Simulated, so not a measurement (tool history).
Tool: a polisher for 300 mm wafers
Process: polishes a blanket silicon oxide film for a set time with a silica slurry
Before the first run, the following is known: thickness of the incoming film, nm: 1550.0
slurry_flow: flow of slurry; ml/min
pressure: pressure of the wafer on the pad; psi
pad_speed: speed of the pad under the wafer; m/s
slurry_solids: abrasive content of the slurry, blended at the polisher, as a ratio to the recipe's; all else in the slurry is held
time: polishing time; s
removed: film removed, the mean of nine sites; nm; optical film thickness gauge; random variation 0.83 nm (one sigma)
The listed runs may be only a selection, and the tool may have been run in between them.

run,hour,slurry_flow,pressure,pad_speed,slurry_solids,time,removed
1,0.0,180,3.7,0.94,1.0,62,178.250
2,1.1,180,3.4,0.90,1.0,62,161.490
3,8.2,180,2.6,0.90,1.0,62,126.450
4,12.2,180,2.5,0.86,1.0,62,115.580
5,20.5,180,2.1,0.86,1.0,62,98.302
6,25.2,180,2.0,0.84,1.0,62,91.935

Forecast run 7:
7,28.9,175,1.8,0.82,1.0,62,?

removed: 83.418 nm
